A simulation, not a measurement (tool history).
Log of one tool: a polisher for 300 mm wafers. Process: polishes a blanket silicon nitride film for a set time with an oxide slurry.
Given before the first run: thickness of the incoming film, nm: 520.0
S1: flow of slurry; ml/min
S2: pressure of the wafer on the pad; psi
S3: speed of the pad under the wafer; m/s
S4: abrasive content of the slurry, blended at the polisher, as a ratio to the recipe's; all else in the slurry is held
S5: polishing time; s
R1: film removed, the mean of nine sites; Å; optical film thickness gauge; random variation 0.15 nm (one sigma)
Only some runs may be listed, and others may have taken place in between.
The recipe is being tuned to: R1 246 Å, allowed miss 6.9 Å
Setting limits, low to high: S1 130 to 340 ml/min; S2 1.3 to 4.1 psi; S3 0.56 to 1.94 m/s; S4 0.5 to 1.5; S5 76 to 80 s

Run 1, hour 0: S1 220 ml/min, S2 2.7 psi, S3 1.24 m/s, S4 1, S5 76 s. Result: R1 337.98 Å.
Run 2, hour 3.5: S1 265 ml/min, S2 2.7 psi, S3 1.24 m/s, S4 1, S5 76 s. Result: R1 338.97 Å.
Run 3, hour 8.7: S1 265 ml/min, S2 2.5 psi, S3 1.24 m/s, S4 1, S5 76 s. Result: R1 322.91 Å.
Run 4, hour 10.4: S1 265 ml/min, S2 2.3 psi, S3 1.24 m/s, S4 1, S5 76 s. Result: R1 300.38 Å.
Run 5, hour 18.3: S1 265 ml/min, S2 2.3 psi, S3 1.24 m/s, S4 1, S5 80 s. Result: R1 318.89 Å.
Run 6, hour 26.8: S1 265 ml/min, S2 2.3 psi, S3 1.52 m/s, S4 1, S5 80 s. Result: R1 373.21 Å.
Run 7, hour 30.6: S1 265 ml/min, S2 2.1 psi, S3 1.48 m/s, S4 1, S5 80 s. Result: R1 342.59 Å.
Run 8, hour 35.9: S1 265 ml/min, S2 1.9 psi, S3 1.46 m/s, S4 1, S5 80 s. Result: R1 315.23 Å.
Run 9, hour 41.5: S1 265 ml/min, S2 1.8 psi, S3 1.44 m/s, S4 1, S5 80 s. Result: R1 301.23 Å.
Run 10, hour 44.1: S1 265 ml/min, S2 1.7 psi, S3 1.42 m/s, S4 1, S5 80 s. Result: R1 286.25 Å.
Run 11, hour 50.9: S1 265 ml/min, S2 1.6 psi, S3 1.42 m/s, S4 1, S5 80 s. Result: R1 275.08 Å.
Run 12, hour 52: S1 260 ml/min, S2 1.5 psi, S3 1.42 m/s, S4 1, S5 80 s. Result: R1 262.94 Å.
Run 13, hour 55.9: S1 255 ml/min, S2 1.5 psi, S3 1.42 m/s, S4 1, S5 80 s. Result: R1 263.21 Å.
Run 14, hour 59.8: S1 250 ml/min, S2 1.5 psi, S3 1.42 m/s, S4 1, S5 80 s. Result: R1 265.77 Å.

Exactly one of the 5 candidate moves below puts every result within its allowed miss. Which one?
Run A, hour 63.7: S1 325 ml/min, S2 1.7 psi, S3 0.92 m/s, S4 1.35, S5 80 s. Result: R1 ?.
Run B, hour 63.7: S1 275 ml/min, S2 1.3 psi, S3 1.32 m/s, S4 1, S5 80 s. Result: R1 ?.
Run C, hour 63.7: S1 270 ml/min, S2 1.3 psi, S3 1.38 m/s, S4 1.05, S5 77 s. Result: R1 ?.
Run D, hour 63.7: S1 245 ml/min, S2 1.5 psi, S3 1.3 m/s, S4 1.05, S5 76 s. Result: R1 ?.
Run E, hour 63.7: S1 250 ml/min, S2 1.4 psi, S3 1.44 m/s, S4 1.1, S5 76 s. Result: R1 ?.

move      R1
   A  230.71
   B  229.83
   C   232.8
   D  237.25
   E  251.01
A: carries the result that was furthest off beyond its target, to the other side
B: carries the result that was furthest off beyond its target, to the other side
C: carries the result that was furthest off beyond its target, to the other side
D: carries the result that was furthest off beyond its target, to the other side
E: meets every target
The right move is E.

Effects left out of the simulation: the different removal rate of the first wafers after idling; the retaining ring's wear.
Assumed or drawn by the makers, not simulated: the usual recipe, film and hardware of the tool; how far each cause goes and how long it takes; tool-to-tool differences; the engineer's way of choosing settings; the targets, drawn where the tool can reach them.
